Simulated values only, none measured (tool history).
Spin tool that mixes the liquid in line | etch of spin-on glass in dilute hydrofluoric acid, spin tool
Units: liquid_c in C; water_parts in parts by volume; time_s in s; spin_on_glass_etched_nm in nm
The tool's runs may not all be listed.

{"run": 1, "hour": 0.0, "liquid_c": 25, "water_parts": 120, "time_s": 15, "spin_on_glass_etched_nm": 3.6606}
{"run": 2, "hour": 4.7, "liquid_c": 25, "water_parts": 120, "time_s": 15, "spin_on_glass_etched_nm": 3.7168}
{"run": 3, "hour": 11.1, "liquid_c": 25, "water_parts": 120, "time_s": 15, "spin_on_glass_etched_nm": 3.6952}
{"run": 4, "hour": 12.7, "liquid_c": 26.5, "water_parts": 120, "time_s": 15, "spin_on_glass_etched_nm": 3.9612}
{"run": 5, "hour": 20.8, "liquid_c": 26.5, "water_parts": 120, "time_s": 15, "spin_on_glass_etched_nm": 3.9211}
{"run": 6, "hour": 24.1, "liquid_c": 28, "water_parts": 100, "time_s": 15, "spin_on_glass_etched_nm": 5.1387}
{"run": 7, "hour": 33.0, "liquid_c": 29, "water_parts": 85, "time_s": 15, "spin_on_glass_etched_nm": 6.4109}
{"run": 8, "hour": 35.2, "liquid_c": 30, "water_parts": 70, "time_s": 15, "spin_on_glass_etched_nm": 8.2592}
{"run": 9, "hour": 37.2, "liquid_c": 30.5, "water_parts": 60, "time_s": 15, "spin_on_glass_etched_nm": 10.001}
{"run": 10, "hour": 41.1, "liquid_c": 31, "water_parts": 55, "time_s": 15, "spin_on_glass_etched_nm": 11.09}
{"run": 11, "hour": 49.6, "liquid_c": 31.5, "water_parts": 50, "time_s": 15, "spin_on_glass_etched_nm": 12.577}
{"run": 12, "hour": 58.1, "liquid_c": 32, "water_parts": 50, "time_s": 15, "spin_on_glass_etched_nm": 12.751}
{"run": 13, "hour": 59.5, "liquid_c": 32, "water_parts": 50, "time_s": 15, "spin_on_glass_etched_nm": 12.915}
{"run": 14, "hour": 66.8, "liquid_c": 32.5, "water_parts": 50, "time_s": 15, "spin_on_glass_etched_nm": 13.145}

Forecast run 15:
{"run": 15, "hour": 67.5, "liquid_c": 33, "water_parts": 50, "time_s": 15, "spin_on_glass_etched_nm": "?"}

Run 15 gave spin_on_glass_etched_nm 13.359 nm.
